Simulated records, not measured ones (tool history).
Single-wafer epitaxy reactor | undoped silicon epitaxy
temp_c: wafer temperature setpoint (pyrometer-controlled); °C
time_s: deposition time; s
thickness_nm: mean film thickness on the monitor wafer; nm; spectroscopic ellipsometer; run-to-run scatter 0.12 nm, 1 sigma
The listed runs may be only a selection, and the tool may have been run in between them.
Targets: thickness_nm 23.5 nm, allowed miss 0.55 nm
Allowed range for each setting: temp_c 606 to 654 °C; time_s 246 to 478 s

run 1 hour=0 | temp_c=630 time_s=362 | thickness_nm=40.261
run 2 hour=6.2 | temp_c=639 time_s=362 | thickness_nm=51.022
run 3 hour=13.3 | temp_c=633 time_s=362 | thickness_nm=43.621
run 4 hour=17.3 | temp_c=633 time_s=391 | thickness_nm=47.133
run 5 hour=23.7 | temp_c=633 time_s=430 | thickness_nm=51.432
run 6 hour=28.8 | temp_c=627 time_s=430 | thickness_nm=44.134
run 7 hour=35.1 | temp_c=622 time_s=420 | thickness_nm=38.226
run 8 hour=41.2 | temp_c=618 time_s=411 | thickness_nm=33.457
run 9 hour=43.6 | temp_c=615 time_s=406 | thickness_nm=30.843
run 10 hour=51.7 | temp_c=613 time_s=401 | thickness_nm=28.764
run 11 hour=54.7 | temp_c=611 time_s=399 | thickness_nm=27.098
run 12 hour=56.5 | temp_c=610 time_s=398 | thickness_nm=26.114

Which one of the following 5 next-run settings gets every result inside its allowed miss? There is exactly one.
run A hour=58.3 | temp_c=606 time_s=396 | thickness_nm=?
run B hour=58.3 | temp_c=609 time_s=353 | thickness_nm=?
run C hour=58.3 | temp_c=606 time_s=380 | thickness_nm=?
run D hour=58.3 | temp_c=611 time_s=331 | thickness_nm=?
run E hour=58.3 | temp_c=607 time_s=367 | thickness_nm=?

move=A thickness_nm=23.374
move=B thickness_nm=22.627
move=C thickness_nm=22.43
move=D thickness_nm=22.408
move=E thickness_nm=22.268
A: all results in spec
B: carries the result that was furthest off beyond its target, to the other side
C: carries the result that was furthest off beyond its target, to the other side
D: carries the result that was furthest off beyond its target, to the other side
E: carries the result that was furthest off beyond its target, to the other side
A meets every target.
